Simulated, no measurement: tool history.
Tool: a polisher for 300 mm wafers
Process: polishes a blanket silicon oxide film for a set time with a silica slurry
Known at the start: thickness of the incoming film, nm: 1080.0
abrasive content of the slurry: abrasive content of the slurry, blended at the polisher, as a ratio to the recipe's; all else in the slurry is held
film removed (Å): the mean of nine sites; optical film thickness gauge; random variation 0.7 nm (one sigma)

run,hour,flow of slurry (ml/min),pressure of the wafer on the pad (psi),speed of the pad under the wafer (cm/s),abrasive content of the slurry,polishing time (s),film removed (Å)
1,0,175,5.5,112,1,28,1018.2
2,7.3,175,5.2,112,1,28,952.82
3,15.5,215,5.2,112,1,28,962.69
4,16.9,215,5.2,112,1,25,867.44
5,18.4,215,5,112,1,25,833.63
6,25.5,215,5,112,1.15,25,902.3
7,30.2,215,4.8,112,1.15,25,880.59
8,33.9,215,4.6,112,1.15,25,857.6
9,39.8,215,4.4,112,1.15,25,821.53
10,45.5,215,4.2,112,1.15,25,791.78

Forecast run 11:
11,48.7,215,4,112,1.15,25,?

film removed (Å): 768.02
